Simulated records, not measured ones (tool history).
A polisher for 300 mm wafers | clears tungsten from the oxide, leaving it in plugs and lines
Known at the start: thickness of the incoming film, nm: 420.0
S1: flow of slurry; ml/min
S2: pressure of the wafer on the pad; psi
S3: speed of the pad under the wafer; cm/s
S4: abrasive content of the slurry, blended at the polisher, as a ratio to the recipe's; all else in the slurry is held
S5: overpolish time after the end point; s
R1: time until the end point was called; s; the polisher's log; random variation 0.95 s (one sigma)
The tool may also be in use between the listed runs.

Run 1, hour 0: S1 225 ml/min, S2 3.3 psi, S3 130 cm/s, S4 1, S5 33 s. Result: R1 75.981 s.
Run 2, hour 6.3: S1 225 ml/min, S2 3.3 psi, S3 130 cm/s, S4 1.15, S5 33 s. Result: R1 73.353 s.
Run 3, hour 8.3: S1 225 ml/min, S2 3.3 psi, S3 154 cm/s, S4 1.15, S5 33 s. Result: R1 62.038 s.
Run 4, hour 16.5: S1 225 ml/min, S2 3 psi, S3 154 cm/s, S4 1.15, S5 33 s. Result: R1 68.108 s.
Run 5, hour 22.8: S1 225 ml/min, S2 2.8 psi, S3 154 cm/s, S4 1.15, S5 33 s. Result: R1 71.673 s.
At hour 25.6: slurry nozzle cleaned.
Run 6, hour 25.6: S1 225 ml/min, S2 2.6 psi, S3 154 cm/s, S4 1.15, S5 33 s. Result: R1 72.626 s.
Run 7, hour 28.5: S1 225 ml/min, S2 2.4 psi, S3 152 cm/s, S4 1.15, S5 33 s. Result: R1 80.213 s.

The next listed run, before its measurement:
Run 8, hour 33.2: S1 215 ml/min, S2 1.5 psi, S3 152 cm/s, S4 1.15, S5 33 s. Result: R1 ?.

Run 8 gave R1 125.74 s.
